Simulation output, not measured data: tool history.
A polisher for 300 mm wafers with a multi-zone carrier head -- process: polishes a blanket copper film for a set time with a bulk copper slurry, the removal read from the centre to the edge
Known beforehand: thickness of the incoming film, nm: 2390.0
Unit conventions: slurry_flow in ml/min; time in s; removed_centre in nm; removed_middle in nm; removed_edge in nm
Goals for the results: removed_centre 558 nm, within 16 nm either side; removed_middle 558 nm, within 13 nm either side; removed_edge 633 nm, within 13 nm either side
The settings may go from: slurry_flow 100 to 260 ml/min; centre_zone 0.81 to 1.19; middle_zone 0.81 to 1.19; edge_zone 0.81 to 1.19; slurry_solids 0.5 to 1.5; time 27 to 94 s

{"run": 1, "hour": 0.0, "slurry_flow": 165, "centre_zone": 1, "middle_zone": 1, "edge_zone": 1, "slurry_solids": 1, "time": 60, "removed_centre": 634.84, "removed_middle": 636.78, "removed_edge": 631.61}
{"run": 2, "hour": 5.1, "slurry_flow": 125, "centre_zone": 1, "middle_zone": 1, "edge_zone": 1, "slurry_solids": 1, "time": 60, "removed_centre": 602.8, "removed_middle": 608.72, "removed_edge": 606.74}
{"run": 3, "hour": 9.1, "slurry_flow": 125, "centre_zone": 1, "middle_zone": 1, "edge_zone": 1, "slurry_solids": 1.1, "time": 60, "removed_centre": 618.78, "removed_middle": 620.71, "removed_edge": 631.66}
{"run": 4, "hour": 11.8, "slurry_flow": 125, "centre_zone": 1, "middle_zone": 1, "edge_zone": 1, "slurry_solids": 1.1, "time": 70, "removed_centre": 727.77, "removed_middle": 735.37, "removed_edge": 735.19}
{"run": 5, "hour": 13.2, "slurry_flow": 125, "centre_zone": 1, "middle_zone": 1, "edge_zone": 1.07, "slurry_solids": 1.1, "time": 70, "removed_centre": 732.84, "removed_middle": 726.12, "removed_edge": 764.78}
{"run": 6, "hour": 21.0, "slurry_flow": 125, "centre_zone": 1, "middle_zone": 1, "edge_zone": 1.07, "slurry_solids": 1.15, "time": 70, "removed_centre": 743.54, "removed_middle": 724.89, "removed_edge": 764.75}
{"run": 7, "hour": 25.2, "slurry_flow": 100, "centre_zone": 0.9, "middle_zone": 0.9, "edge_zone": 0.97, "slurry_solids": 0.9, "time": 68, "removed_centre": 599.38, "removed_middle": 586.78, "removed_edge": 648.81}
{"run": 8, "hour": 26.7, "slurry_flow": 100, "centre_zone": 0.9, "middle_zone": 0.9, "edge_zone": 0.97, "slurry_solids": 0.9, "time": 68, "removed_centre": 593.64, "removed_middle": 596.6, "removed_edge": 648.77}
{"run": 9, "hour": 31.6, "slurry_flow": 100, "centre_zone": 0.89, "middle_zone": 0.89, "edge_zone": 0.97, "slurry_solids": 0.9, "time": 68, "removed_centre": 591.36, "removed_middle": 591.66, "removed_edge": 654.28}
{"run": 10, "hour": 36.3, "slurry_flow": 100, "centre_zone": 0.84, "middle_zone": 0.83, "edge_zone": 0.92, "slurry_solids": 0.8, "time": 68, "removed_centre": 552.2, "removed_middle": 549.94, "removed_edge": 617.8}

Which single option among these 5 for the next run brings every result within its allowed miss of target? Just one does.
{"run": "A", "hour": 41.0, "slurry_flow": 110, "centre_zone": 0.9, "middle_zone": 0.85, "edge_zone": 0.92, "slurry_solids": 0.75, "time": 67, "removed_centre": "?", "removed_middle": "?", "removed_edge": "?"}
{"run": "B", "hour": 41.0, "slurry_flow": 115, "centre_zone": 0.94, "middle_zone": 0.86, "edge_zone": 1.05, "slurry_solids": 0.75, "time": 64, "removed_centre": "?", "removed_middle": "?", "removed_edge": "?"}
{"run": "C", "hour": 41.0, "slurry_flow": 125, "centre_zone": 0.88, "middle_zone": 0.86, "edge_zone": 0.88, "slurry_solids": 0.8, "time": 64, "removed_centre": "?", "removed_middle": "?", "removed_edge": "?"}
{"run": "D", "hour": 41.0, "slurry_flow": 105, "centre_zone": 0.84, "middle_zone": 0.83, "edge_zone": 0.94, "slurry_solids": 0.9, "time": 66, "removed_centre": "?", "removed_middle": "?", "removed_edge": "?"}
{"run": "E", "hour": 41.0, "slurry_flow": 115, "centre_zone": 0.9, "middle_zone": 0.85, "edge_zone": 0.9, "slurry_solids": 0.85, "time": 63, "removed_centre": "?", "removed_middle": "?", "removed_edge": "?"}

move=A removed_centre=558.47 removed_middle=548.83 removed_edge=606.61
move=B removed_centre=555.64 removed_middle=532.52 removed_edge=619.39
move=C removed_centre=548.71 removed_middle=550.38 removed_edge=587.67
move=D removed_centre=544.77 removed_middle=554.3 removed_edge=630.06
move=E removed_centre=548.41 removed_middle=538.31 removed_edge=587.73
A: the biggest miss grows against the last run
B: the biggest miss grows against the last run
C: the biggest miss grows against the last run
D: each result inside its tolerance
E: the biggest miss grows against the last run
Answer: D
